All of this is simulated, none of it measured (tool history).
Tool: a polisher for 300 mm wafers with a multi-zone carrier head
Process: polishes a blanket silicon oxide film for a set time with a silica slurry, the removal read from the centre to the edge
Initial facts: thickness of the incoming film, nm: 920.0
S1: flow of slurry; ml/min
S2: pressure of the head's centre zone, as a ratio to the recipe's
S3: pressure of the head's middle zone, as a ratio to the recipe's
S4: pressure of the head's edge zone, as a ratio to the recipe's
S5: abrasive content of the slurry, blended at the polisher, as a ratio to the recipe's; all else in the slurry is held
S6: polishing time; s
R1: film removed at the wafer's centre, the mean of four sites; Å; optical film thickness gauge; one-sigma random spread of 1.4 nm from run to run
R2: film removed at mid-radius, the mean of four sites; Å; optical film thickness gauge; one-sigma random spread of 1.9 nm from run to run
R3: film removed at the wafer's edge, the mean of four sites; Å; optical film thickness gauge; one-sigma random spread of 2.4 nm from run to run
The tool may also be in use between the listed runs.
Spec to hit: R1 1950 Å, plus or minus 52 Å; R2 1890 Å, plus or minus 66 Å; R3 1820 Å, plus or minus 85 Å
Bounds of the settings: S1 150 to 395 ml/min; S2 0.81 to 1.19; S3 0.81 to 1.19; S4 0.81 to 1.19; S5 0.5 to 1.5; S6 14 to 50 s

run  hour   S1    S2    S3    S4    S5  S6      R1      R2      R3
  1     0  250     1     1     1     1  32  1277.9  1256.8  1301.2
  2   3.7  250     1     1  1.06     1  32  1296.1  1258.9  1317.1
  3   5.5  250     1     1  1.06     1  36  1459.9  1439.2    1478
  4  10.4  305     1     1  1.06     1  36  1504.2  1456.5    1504
  5  11.1  300  1.01  1.02  1.07   1.1  36  1556.2    1507    1603
  6  18.6  300  1.01  1.09  1.07   1.1  36  1566.1  1631.3  1535.7
  7  21.4  300  1.03   1.1  1.07  1.15  36  1614.3  1647.3  1608.5
  8  27.7  360  1.13  1.19  0.99  1.35  37  1971.6  1980.3  1701.6
  9    29  340  1.09  1.11  1.09  1.35  37  1858.5  1841.2    1751

Which single option among these 5 for the next run brings every result within its allowed miss of target? Just one does.
  A  30.3  355  1.04   1.1  1.08     1  41   ?   ?   ?
  B  30.3  280  1.07  1.09  1.19   1.1  38   ?   ?   ?
  C  30.3  370  1.05  1.15  1.04  1.45  34   ?   ?   ?
  D  30.3  325  0.97  1.05  1.09   1.4  39   ?   ?   ?
  E  30.3  355   1.1  1.11   1.1  1.35  38   ?   ?   ?

move      R1      R2      R3
   A  1808.4  1825.9  1759.4
   B    1742  1699.4  1744.4
   C  1728.2  1794.2  1630.9
   D  1786.5  1862.4  1879.9
   E  1969.4  1893.1  1827.3
A: moves away from the targets compared with the last run
B: moves away from the targets compared with the last run
C: moves away from the targets compared with the last run
D: moves away from the targets compared with the last run
E: all results in spec
Go with E: it meets all targets.
